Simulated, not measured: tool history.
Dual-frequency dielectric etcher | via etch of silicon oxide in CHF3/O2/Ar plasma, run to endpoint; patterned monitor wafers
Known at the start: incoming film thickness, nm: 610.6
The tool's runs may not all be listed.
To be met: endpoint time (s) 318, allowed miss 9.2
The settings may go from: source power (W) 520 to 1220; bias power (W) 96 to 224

run 1 hour=0 | source_power_(W)=870 bias_power_(W)=160 | endpoint_time_(s)=270.98
run 2 hour=9 | source_power_(W)=870 bias_power_(W)=181 | endpoint_time_(s)=264.98
run 3 hour=11 | source_power_(W)=870 bias_power_(W)=204 | endpoint_time_(s)=253.48
run 4 hour=14.2 | source_power_(W)=820 bias_power_(W)=198 | endpoint_time_(s)=264.07
run 5 hour=17 | source_power_(W)=820 bias_power_(W)=223 | endpoint_time_(s)=254.03
run 6 hour=25.1 | source_power_(W)=890 bias_power_(W)=223 | endpoint_time_(s)=245.39
run 7 hour=26.9 | source_power_(W)=840 bias_power_(W)=215 | endpoint_time_(s)=254.29
run 8 hour=30.6 | source_power_(W)=790 bias_power_(W)=209 | endpoint_time_(s)=264.19

5 next moves are on the table. One of them brings every result within its allowed miss. Which?
run A hour=34.3 | source_power_(W)=520 bias_power_(W)=166 | endpoint_time_(s)=?
run B hour=34.3 | source_power_(W)=550 bias_power_(W)=196 | endpoint_time_(s)=?
run C hour=34.3 | source_power_(W)=520 bias_power_(W)=180 | endpoint_time_(s)=?
run D hour=34.3 | source_power_(W)=540 bias_power_(W)=174 | endpoint_time_(s)=?
run E hour=34.3 | source_power_(W)=520 bias_power_(W)=185 | endpoint_time_(s)=?

move=A endpoint_time_(s)=348.5
move=B endpoint_time_(s)=321.58
move=C endpoint_time_(s)=339.78
move=D endpoint_time_(s)=336.99
move=E endpoint_time_(s)=336.83
A: takes the result that was furthest off past its target
B: meets every target
C: takes the result that was furthest off past its target
D: takes the result that was furthest off past its target
E: takes the result that was furthest off past its target
Answer: B
